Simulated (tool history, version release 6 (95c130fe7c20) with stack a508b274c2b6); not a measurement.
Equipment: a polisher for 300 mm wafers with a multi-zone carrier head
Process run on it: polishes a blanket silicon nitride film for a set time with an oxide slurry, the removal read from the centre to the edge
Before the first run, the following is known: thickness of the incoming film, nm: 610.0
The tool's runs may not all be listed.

run  hour  flow of slurry (ml/min)  pressure of the head's centre zone  pressure of the head's middle zone  pressure of the head's edge zone  abrasive content of the slurry  polishing time (s)  film removed at the wafer's centre (Å)  film removed at mid-radius (Å)  film removed at the wafer's edge (Å)
  1     0                      125                                   1                                   1                                 1                               1                  52                                  289.81                          292.03                                293.45
  2   4.6                      125                                   1                                   1                              0.96                               1                  52                                   295.2                          294.43                                286.71
  3   9.9                      115                                0.99                                0.97                              0.93                            0.85                  51                                  248.04                          247.75                                243.38
  4    17                      105                                0.99                                0.94                              0.89                             0.8                  51                                  234.15                          222.26                                222.75
  5  22.1                      105                                0.99                                0.94                              0.97                             0.8                  51                                  231.77                          222.05                                234.81
  6  25.8                      100                                0.98                                0.93                              0.92                            0.75                  51                                  213.89                          211.58                                212.97
  7  26.6                       95                                0.99                                0.92                               0.9                            0.75                  51                                  206.39                          200.12                                209.72
  8  28.1                       95                                   1                                0.92                              0.87                            0.75                  51                                  222.83                          199.36                                209.53

For run 9, what comes out?
  9  31.4                       90                                0.99                                0.93                              0.85                            0.75                  51                                       ?                               ?                                     ?

{"run 9": {"film removed at the wafer's centre (Å)": 204.48, "film removed at mid-radius (Å)": 197.82, "film removed at the wafer's edge (Å)": 202.67}}
